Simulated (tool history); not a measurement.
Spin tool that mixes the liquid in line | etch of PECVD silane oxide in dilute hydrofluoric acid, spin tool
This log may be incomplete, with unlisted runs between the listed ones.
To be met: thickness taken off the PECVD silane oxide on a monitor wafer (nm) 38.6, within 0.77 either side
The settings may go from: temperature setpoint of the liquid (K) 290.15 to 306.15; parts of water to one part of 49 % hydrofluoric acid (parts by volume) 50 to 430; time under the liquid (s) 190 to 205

run  hour  temperature setpoint of the liquid (K)  parts of water to one part of 49 % hydrofluoric acid (parts by volume)  time under the liquid (s)  thickness taken off the PECVD silane oxide on a monitor wafer (nm)
  1     0                                  298.15                                                                     240                        190                                                              27.436
  2   7.2                                  298.15                                                                     240                        205                                                              29.842
  3   8.1                                  299.15                                                                     240                        205                                                              30.893
  4   8.9                                  300.15                                                                     240                        205                                                              32.164
  5  10.2                                  300.15                                                                     285                        205                                                              25.648
  6  14.7                                  300.65                                                                     280                        205                                                              26.763
     21.4  -- thermometer replaced
  7  21.4                                  301.15                                                                     275                        205                                                              26.891
  8  27.7                                  301.65                                                                     270                        205                                                              27.973
  9  31.7                                  302.15                                                                     265                        205                                                              29.179
 10    39                                  302.65                                                                     260                        205                                                               30.43
 11    47                                  303.15                                                                     255                        205                                                              31.776
 12  55.3                                  303.65                                                                     250                        205                                                              33.456
 13  61.2                                  304.15                                                                     250                        205                                                              33.761

Next run, 4 choices. One meets every target within its allowed miss, the rest don't. Which?
  A  67.1                                  302.65                                                                     215                        205                                                                   ?
  B  67.1                                  304.15                                                                     215                        205                                                                   ?
  C  67.1                                  305.65                                                                     225                        205                                                                   ?
  D  67.1                                  303.15                                                                     210                        205                                                                   ?

move  thickness taken off the PECVD silane oxide on a monitor wafer (nm)
   A                                                              38.909
   B                                                              40.949
   C                                                              40.629
   D                                                              40.769
A: every result within its allowed miss
B: the result that was furthest off in the last run now lies on the other side of its target
C: the result that was furthest off in the last run now lies on the other side of its target
D: the result that was furthest off in the last run now lies on the other side of its target
Go with A: it meets all targets.

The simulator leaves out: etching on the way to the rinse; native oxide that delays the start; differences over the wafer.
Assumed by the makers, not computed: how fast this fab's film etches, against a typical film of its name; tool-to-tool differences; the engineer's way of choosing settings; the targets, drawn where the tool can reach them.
